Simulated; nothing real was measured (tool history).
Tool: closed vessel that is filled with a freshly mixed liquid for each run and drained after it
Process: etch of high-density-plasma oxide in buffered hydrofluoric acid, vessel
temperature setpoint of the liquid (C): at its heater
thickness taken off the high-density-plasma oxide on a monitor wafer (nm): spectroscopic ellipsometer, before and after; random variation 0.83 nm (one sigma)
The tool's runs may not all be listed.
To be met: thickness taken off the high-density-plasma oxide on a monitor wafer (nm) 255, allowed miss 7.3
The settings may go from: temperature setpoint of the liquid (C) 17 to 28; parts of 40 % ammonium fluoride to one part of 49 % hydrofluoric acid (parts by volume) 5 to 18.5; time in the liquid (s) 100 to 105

| run | hour | temperature setpoint of the liquid (C) | parts of 40 % ammonium fluoride to one part of 49 % hydrofluoric acid (parts by volume) | time in the liquid (s) | thickness taken off the high-density-plasma oxide on a monitor wafer (nm) |
|---|---|---|---|---|---|
| 1 | 0 | 20 | 11.5 | 100 | 119.12 |
| 2 | 8 | 20 | 14 | 100 | 97.868 |
| 3 | 16.2 | 21 | 13 | 100 | 111.74 |
| 4 | 22.5 | 22 | 12 | 100 | 128.44 |
| 5 | 31.4 | 22 | 14.5 | 100 | 106.33 |
| 6 | 39.6 | 22 | 14.5 | 100 | 105.53 |
| 7 | 42.5 | 23 | 13.5 | 100 | 120.94 |
| 8 | 47.6 | 27 | 10 | 100 | 200.97 |
| 9 | 54 | 27 | 9.5 | 100 | 207.18 |
| 10 | 61.2 | 27 | 9 | 100 | 212.92 |

Which of these 4 next moves meets every target?
| A | 68.4 | 26.5 | 10 | 100 | ? |
| B | 68.4 | 26.5 | 10 | 105 | ? |
| C | 68.4 | 28 | 8.5 | 105 | ? |
| D | 68.4 | 28 | 9 | 105 | ? |

| move | thickness taken off the high-density-plasma oxide on a monitor wafer (nm) |
|---|---|
| A | 194.83 |
| B | 204.57 |
| C | 251.94 |
| D | 236.79 |
A: further off than the last run
B: further off than the last run
C: meets every target
D: nearer than the last run, and not there yet
Move C is the one to make.
